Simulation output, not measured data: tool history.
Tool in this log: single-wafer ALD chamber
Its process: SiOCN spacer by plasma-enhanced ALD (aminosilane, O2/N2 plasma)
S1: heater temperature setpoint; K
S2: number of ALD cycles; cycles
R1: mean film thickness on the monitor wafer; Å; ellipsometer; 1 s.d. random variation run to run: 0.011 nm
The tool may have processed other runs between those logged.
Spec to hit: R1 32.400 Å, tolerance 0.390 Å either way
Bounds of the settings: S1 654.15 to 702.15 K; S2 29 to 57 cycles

run  hour      S1  S2      R1
  1   0.0  678.15  43  25.933
  2   1.0  673.15  45  27.441
  3   4.5  669.15  47  28.720
  4  12.6  678.15  47  28.366
  5  19.7  675.15  48  29.091
  6  24.8  665.15  48  29.230
  7  26.3  664.15  54  32.849
  8  28.1  665.15  54  33.090

Pick the move, out of 5, that brings all results within their allowed miss; only one does.
  A  29.9  672.15  56   ?
  B  29.9  664.15  55   ?
  C  29.9  662.15  53   ?
  D  29.9  683.15  57   ?
  E  29.9  662.15  55   ?

move      R1
   A  34.278
   B  33.666
   C  32.442
   D  33.815
   E  33.666
A: further off than the last run
B: further off than the last run
C: in spec on every target
D: further off than the last run
E: further off than the last run
C meets every target.
